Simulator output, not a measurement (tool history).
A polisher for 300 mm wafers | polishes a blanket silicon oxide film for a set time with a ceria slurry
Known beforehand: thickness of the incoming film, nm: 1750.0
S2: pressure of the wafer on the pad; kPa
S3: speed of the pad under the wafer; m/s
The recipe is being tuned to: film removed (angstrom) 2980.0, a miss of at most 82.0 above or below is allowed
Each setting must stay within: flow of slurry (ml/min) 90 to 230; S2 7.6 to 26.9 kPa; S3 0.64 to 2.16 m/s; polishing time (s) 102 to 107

run 1 hour=0.0 | flow_of_slurry_(ml/min)=150 S2=17.2 S3=1.40 polishing_time_(s)=102 | film_removed_(angstrom)=5066.8
run 2 hour=8.7 | flow_of_slurry_(ml/min)=145 S2=15.2 S3=1.40 polishing_time_(s)=102 | film_removed_(angstrom)=4640.0
run 3 hour=16.7 | flow_of_slurry_(ml/min)=170 S2=15.2 S3=1.40 polishing_time_(s)=102 | film_removed_(angstrom)=4734.3
run 4 hour=24.4 | flow_of_slurry_(ml/min)=170 S2=15.2 S3=1.40 polishing_time_(s)=102 | film_removed_(angstrom)=4790.9
run 5 hour=32.7 | flow_of_slurry_(ml/min)=170 S2=15.2 S3=1.40 polishing_time_(s)=102 | film_removed_(angstrom)=4815.7
run 6 hour=37.6 | flow_of_slurry_(ml/min)=170 S2=11.0 S3=1.40 polishing_time_(s)=102 | film_removed_(angstrom)=3898.3
run 7 hour=40.0 | flow_of_slurry_(ml/min)=160 S2=10.3 S3=1.38 polishing_time_(s)=102 | film_removed_(angstrom)=3693.1
run 8 hour=43.0 | flow_of_slurry_(ml/min)=155 S2=9.7 S3=1.36 polishing_time_(s)=102 | film_removed_(angstrom)=3422.0
run 9 hour=43.6 | flow_of_slurry_(ml/min)=145 S2=9.7 S3=1.36 polishing_time_(s)=102 | film_removed_(angstrom)=3394.0
run 10 hour=48.1 | flow_of_slurry_(ml/min)=140 S2=9.0 S3=1.36 polishing_time_(s)=102 | film_removed_(angstrom)=3292.3
run 11 hour=50.7 | flow_of_slurry_(ml/min)=135 S2=9.0 S3=1.36 polishing_time_(s)=102 | film_removed_(angstrom)=3283.8
run 12 hour=51.8 | flow_of_slurry_(ml/min)=130 S2=9.0 S3=1.36 polishing_time_(s)=102 | film_removed_(angstrom)=3250.1
run 13 hour=52.8 | flow_of_slurry_(ml/min)=110 S2=7.6 S3=1.36 polishing_time_(s)=102 | film_removed_(angstrom)=2852.9

Which single option among these 4 for the next run brings every result within its allowed miss of target? Just one does.
run A hour=53.8 | flow_of_slurry_(ml/min)=90 S2=9.7 S3=1.30 polishing_time_(s)=107 | film_removed_(angstrom)=?
run B hour=53.8 | flow_of_slurry_(ml/min)=105 S2=7.6 S3=1.46 polishing_time_(s)=107 | film_removed_(angstrom)=?
run C hour=53.8 | flow_of_slurry_(ml/min)=115 S2=9.0 S3=1.36 polishing_time_(s)=105 | film_removed_(angstrom)=?
run D hour=53.8 | flow_of_slurry_(ml/min)=95 S2=7.6 S3=1.50 polishing_time_(s)=102 | film_removed_(angstrom)=?

move=A film_removed_(angstrom)=3163.5
move=B film_removed_(angstrom)=3161.6
move=C film_removed_(angstrom)=3255.1
move=D film_removed_(angstrom)=3012.6
A: moves the result that the last run missed by most past its target, out the other side
B: moves the result that the last run missed by most past its target, out the other side
C: moves the result that the last run missed by most past its target, out the other side
D: all results land within tolerance of their targets
The move that meets every target is D.
